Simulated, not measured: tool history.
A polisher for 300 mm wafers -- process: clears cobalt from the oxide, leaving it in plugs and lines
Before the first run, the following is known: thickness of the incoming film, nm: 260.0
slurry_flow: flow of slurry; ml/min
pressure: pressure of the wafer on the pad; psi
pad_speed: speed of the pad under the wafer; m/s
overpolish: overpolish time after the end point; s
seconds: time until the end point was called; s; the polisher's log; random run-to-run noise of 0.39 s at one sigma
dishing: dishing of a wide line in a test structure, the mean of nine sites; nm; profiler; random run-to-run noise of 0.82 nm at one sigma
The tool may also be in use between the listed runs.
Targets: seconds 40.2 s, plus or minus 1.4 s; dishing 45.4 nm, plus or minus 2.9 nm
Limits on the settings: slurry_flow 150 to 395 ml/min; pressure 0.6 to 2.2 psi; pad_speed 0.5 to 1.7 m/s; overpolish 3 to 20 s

{"run": 1, "hour": 0.0, "slurry_flow": 250, "pressure": 1.4, "pad_speed": 1.1, "overpolish": 10, "seconds": 72.57, "dishing": 25.307}
{"run": 2, "hour": 2.9, "slurry_flow": 250, "pressure": 1.5, "pad_speed": 1.1, "overpolish": 10, "seconds": 67.55, "dishing": 25.845}
{"run": 3, "hour": 5.5, "slurry_flow": 250, "pressure": 1.7, "pad_speed": 1.1, "overpolish": 10, "seconds": 60.407, "dishing": 28.451}
{"run": 4, "hour": 10.5, "slurry_flow": 250, "pressure": 1.8, "pad_speed": 1.12, "overpolish": 10, "seconds": 56.348, "dishing": 30.191}
{"run": 5, "hour": 13.5, "slurry_flow": 250, "pressure": 2, "pad_speed": 1.12, "overpolish": 10, "seconds": 50.229, "dishing": 31.405}
{"run": 6, "hour": 17.1, "slurry_flow": 250, "pressure": 2, "pad_speed": 1.14, "overpolish": 10, "seconds": 49.617, "dishing": 32.722}
{"run": 7, "hour": 18.4, "slurry_flow": 250, "pressure": 2, "pad_speed": 1.16, "overpolish": 10, "seconds": 47.923, "dishing": 32.827}
{"run": 8, "hour": 20.8, "slurry_flow": 255, "pressure": 2.1, "pad_speed": 1.2, "overpolish": 12, "seconds": 44.176, "dishing": 38.768}

Exactly one of the 4 candidate moves below puts every result within its allowed miss. Which one?
{"run": "A", "hour": 23.2, "slurry_flow": 265, "pressure": 2.1, "pad_speed": 1.1, "overpolish": 12, "seconds": "?", "dishing": "?"}
{"run": "B", "hour": 23.2, "slurry_flow": 285, "pressure": 2, "pad_speed": 1.18, "overpolish": 9, "seconds": "?", "dishing": "?"}
{"run": "C", "hour": 23.2, "slurry_flow": 225, "pressure": 2.2, "pad_speed": 1.16, "overpolish": 13, "seconds": "?", "dishing": "?"}
{"run": "D", "hour": 23.2, "slurry_flow": 230, "pressure": 2.2, "pad_speed": 1.3, "overpolish": 15, "seconds": "?", "dishing": "?"}

move=A seconds=49.043 dishing=37.049
move=B seconds=47.672 dishing=31.675
move=C seconds=45.356 dishing=40.278
move=D seconds=40.489 dishing=45.205
A: further off than the last run
B: further off than the last run
C: further off than the last run
D: meets every target
D meets every target.

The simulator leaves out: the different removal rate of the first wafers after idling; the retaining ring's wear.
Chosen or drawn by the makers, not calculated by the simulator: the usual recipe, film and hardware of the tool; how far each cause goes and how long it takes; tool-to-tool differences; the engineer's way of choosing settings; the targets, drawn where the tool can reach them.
